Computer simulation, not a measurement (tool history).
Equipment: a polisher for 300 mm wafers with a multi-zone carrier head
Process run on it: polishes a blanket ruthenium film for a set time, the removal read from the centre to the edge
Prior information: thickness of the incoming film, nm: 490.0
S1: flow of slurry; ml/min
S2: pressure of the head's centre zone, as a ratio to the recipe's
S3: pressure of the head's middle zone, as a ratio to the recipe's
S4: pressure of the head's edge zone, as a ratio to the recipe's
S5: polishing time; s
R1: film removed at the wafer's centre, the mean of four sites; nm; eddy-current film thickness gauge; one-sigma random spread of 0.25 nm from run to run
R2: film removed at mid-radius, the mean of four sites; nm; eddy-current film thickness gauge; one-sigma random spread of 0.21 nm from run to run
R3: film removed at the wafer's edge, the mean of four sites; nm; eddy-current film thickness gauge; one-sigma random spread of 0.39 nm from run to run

run 1 hour=0 | S1=190 S2=1 S3=1 S4=1 S5=36 | R1=36.912 R2=38.106 R3=38.485
run 2 hour=3.7 | S1=190 S2=1 S3=1 S4=1.09 S5=36 | R1=37.501 R2=38.535 R3=38.339
run 3 hour=6 | S1=190 S2=1 S3=1.01 S4=1.09 S5=34 | R1=35.397 R2=35.972 R3=37.736
run 4 hour=11.1 | S1=190 S2=0.93 S3=1.01 S4=1.09 S5=34 | R1=32.438 R2=36.579 R3=36.164
run 5 hour=13.6 | S1=190 S2=0.93 S3=0.94 S4=1.09 S5=34 | R1=32.8 R2=34.577 R3=37.015
run 6 hour=21.6 | S1=190 S2=1.01 S3=0.94 S4=1.09 S5=34 | R1=35.702 R2=34.621 R3=36.083
run 7 hour=29.4 | S1=195 S2=1.02 S3=0.97 S4=1.07 S5=33 | R1=35.593 R2=34.57 R3=36.223

Estimate the outcome of run 8 from the log above:
run 8 hour=33.6 | S1=185 S2=1.03 S3=1 S4=1.05 S5=32 | R1=? R2=? R3=?

R1: 34.312 nm
R2: 34.037 nm
R3: 35.021 nm
